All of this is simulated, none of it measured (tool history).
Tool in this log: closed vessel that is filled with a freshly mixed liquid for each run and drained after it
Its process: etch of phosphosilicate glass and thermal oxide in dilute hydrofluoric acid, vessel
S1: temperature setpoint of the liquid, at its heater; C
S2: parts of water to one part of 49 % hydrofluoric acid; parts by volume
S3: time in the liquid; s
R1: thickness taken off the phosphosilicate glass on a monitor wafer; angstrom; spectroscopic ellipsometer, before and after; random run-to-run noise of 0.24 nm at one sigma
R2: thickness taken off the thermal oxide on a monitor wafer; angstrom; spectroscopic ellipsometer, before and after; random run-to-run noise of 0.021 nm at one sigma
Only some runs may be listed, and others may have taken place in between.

run,hour,S1,S2,S3,R1,R2
1,0.0,25.0,95,60,503.50,30.007
2,5.1,24.0,95,60,473.85,28.870
3,11.8,24.0,95,80,640.80,37.497
4,20.5,24.0,95,95,768.34,45.775
5,26.9,24.0,95,115,912.76,54.779
6,30.9,23.5,105,115,808.76,48.625
7,38.4,23.0,110,115,741.10,43.916
8,40.0,22.5,115,115,697.34,41.320
9,47.7,22.0,120,115,652.55,39.233
10,49.7,21.5,125,115,618.79,36.317
11,51.0,21.5,130,115,585.30,34.816
12,55.0,21.0,135,115,550.74,32.219
13,57.7,21.0,140,115,522.60,31.632
14,62.3,20.5,145,115,490.98,29.501
15,70.0,20.0,150,115,466.32,27.437
16,76.7,20.0,155,115,448.91,27.066

The next listed run, before its measurement:
17,78.7,19.5,155,115,?,?

Run 17 gave R1 435.37 angstrom, R2 26.537 angstrom.
